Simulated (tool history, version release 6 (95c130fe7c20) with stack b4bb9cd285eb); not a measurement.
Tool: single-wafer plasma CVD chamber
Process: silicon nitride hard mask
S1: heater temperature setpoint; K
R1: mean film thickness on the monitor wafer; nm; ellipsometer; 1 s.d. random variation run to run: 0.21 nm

Run 1, hour 0: S1 688.15 K, chamber pressure (Torr) 1.07, RF power (W) 400, deposition time (s) 69.4. Result: R1 82.69 nm.
Run 2, hour 7.2: S1 688.15 K, chamber pressure (Torr) 1.13, RF power (W) 410, deposition time (s) 69.5. Result: R1 85.731 nm.
Run 3, hour 15.2: S1 679.15 K, chamber pressure (Torr) 1.13, RF power (W) 410, deposition time (s) 69.5. Result: R1 86.07 nm.
Run 4, hour 23.5: S1 679.15 K, chamber pressure (Torr) 1.17, RF power (W) 415, deposition time (s) 69.6. Result: R1 87.886 nm.
Run 5, hour 26.4: S1 679.15 K, chamber pressure (Torr) 1.21, RF power (W) 420, deposition time (s) 69.6. Result: R1 89.638 nm.
Run 6, hour 30.3: S1 679.15 K, chamber pressure (Torr) 1.33, RF power (W) 420, deposition time (s) 69.6. Result: R1 92.224 nm.

What does the tool deliver on the next run?
Run 7, hour 32.3: S1 679.15 K, chamber pressure (Torr) 1.35, RF power (W) 425, deposition time (s) 69.6. Result: R1 ?.

R1: 93.653 nm
